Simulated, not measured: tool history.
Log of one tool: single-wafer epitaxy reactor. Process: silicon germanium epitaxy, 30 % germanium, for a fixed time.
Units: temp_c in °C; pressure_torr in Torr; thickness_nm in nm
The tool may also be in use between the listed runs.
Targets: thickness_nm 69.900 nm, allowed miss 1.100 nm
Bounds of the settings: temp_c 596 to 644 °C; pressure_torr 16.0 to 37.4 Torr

Run 1, hour 0.0: temp_c 620 °C, pressure_torr 26.7 Torr. Result: thickness_nm 90.955 nm.
Run 2, hour 4.7: temp_c 620 °C, pressure_torr 31.5 Torr. Result: thickness_nm 94.352 nm.
Run 3, hour 10.6: temp_c 620 °C, pressure_torr 29.7 Torr. Result: thickness_nm 93.877 nm.
Run 4, hour 19.0: temp_c 615 °C, pressure_torr 29.6 Torr. Result: thickness_nm 86.351 nm.
Run 5, hour 21.2: temp_c 611 °C, pressure_torr 29.5 Torr. Result: thickness_nm 81.505 nm.
Run 6, hour 24.7: temp_c 621 °C, pressure_torr 29.5 Torr. Result: thickness_nm 95.485 nm.
Run 7, hour 31.0: temp_c 615 °C, pressure_torr 29.3 Torr. Result: thickness_nm 86.575 nm.
Run 8, hour 32.1: temp_c 603 °C, pressure_torr 29.0 Torr. Result: thickness_nm 70.918 nm.

Which of these 4 next moves meets every target?
Run A, hour 33.2: temp_c 603 °C, pressure_torr 30.6 Torr. Result: thickness_nm ?.
Run B, hour 33.2: temp_c 604 °C, pressure_torr 29.6 Torr. Result: thickness_nm ?.
Run C, hour 33.2: temp_c 604 °C, pressure_torr 28.4 Torr. Result: thickness_nm ?.
Run D, hour 33.2: temp_c 599 °C, pressure_torr 33.9 Torr. Result: thickness_nm ?.

move  thickness_nm
   A        71.808
   B        72.266
   C        71.422
   D        69.414
A: further off than the last run
B: further off than the last run
C: further off than the last run
D: meets every target
Answer: D

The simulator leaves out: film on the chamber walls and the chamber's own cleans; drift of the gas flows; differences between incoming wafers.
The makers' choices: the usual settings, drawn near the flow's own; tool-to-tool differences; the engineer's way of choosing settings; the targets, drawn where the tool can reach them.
